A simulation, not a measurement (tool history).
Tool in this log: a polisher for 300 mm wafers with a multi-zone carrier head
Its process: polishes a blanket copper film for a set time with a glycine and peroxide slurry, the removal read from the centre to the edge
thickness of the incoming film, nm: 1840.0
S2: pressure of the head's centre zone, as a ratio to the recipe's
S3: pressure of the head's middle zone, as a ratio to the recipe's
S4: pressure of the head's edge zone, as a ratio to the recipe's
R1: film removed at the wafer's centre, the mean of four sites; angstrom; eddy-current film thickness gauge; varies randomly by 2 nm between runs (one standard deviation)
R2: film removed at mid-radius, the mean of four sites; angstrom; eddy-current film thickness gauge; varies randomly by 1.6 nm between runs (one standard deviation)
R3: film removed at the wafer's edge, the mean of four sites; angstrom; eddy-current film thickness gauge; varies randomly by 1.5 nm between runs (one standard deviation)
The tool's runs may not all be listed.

Run 1, hour 0: flow of slurry (ml/min) 230, S2 1, S3 1, S4 1, polishing time (s) 39. Result: R1 2220.9 angstrom, R2 2263.3 angstrom, R3 2308.8 angstrom.
Run 2, hour 6.4: flow of slurry (ml/min) 230, S2 1, S3 1, S4 1, polishing time (s) 31. Result: R1 1773.4 angstrom, R2 1812.2 angstrom, R3 1835.5 angstrom.
Run 3, hour 14.1: flow of slurry (ml/min) 220, S2 0.97, S3 0.98, S4 1.02, polishing time (s) 31. Result: R1 1665.1 angstrom, R2 1789.5 angstrom, R3 1823.9 angstrom.
Run 4, hour 16.1: flow of slurry (ml/min) 245, S2 0.97, S3 0.98, S4 1.02, polishing time (s) 31. Result: R1 1742.4 angstrom, R2 1806 angstrom, R3 1856.3 angstrom.
Run 5, hour 17.5: flow of slurry (ml/min) 280, S2 0.97, S3 0.98, S4 1.02, polishing time (s) 31. Result: R1 1725.6 angstrom, R2 1777.7 angstrom, R3 1887.8 angstrom.
Run 6, hour 23: flow of slurry (ml/min) 280, S2 0.97, S3 1.06, S4 1.02, polishing time (s) 31. Result: R1 1711.1 angstrom, R2 1965 angstrom, R3 1859.8 angstrom.
Run 7, hour 27.7: flow of slurry (ml/min) 280, S2 0.97, S3 1.06, S4 1.02, polishing time (s) 31. Result: R1 1736.5 angstrom, R2 1910.9 angstrom, R3 1878.2 angstrom.

Run 8 has not been measured yet. What should we expect?
Run 8, hour 30.4: flow of slurry (ml/min) 285, S2 0.95, S3 1.01, S4 1.03, polishing time (s) 31. Result: R1 ?, R2 ?, R3 ?.

R1: 1686.6 angstrom
R2: 1839 angstrom
R3: 1883.4 angstrom
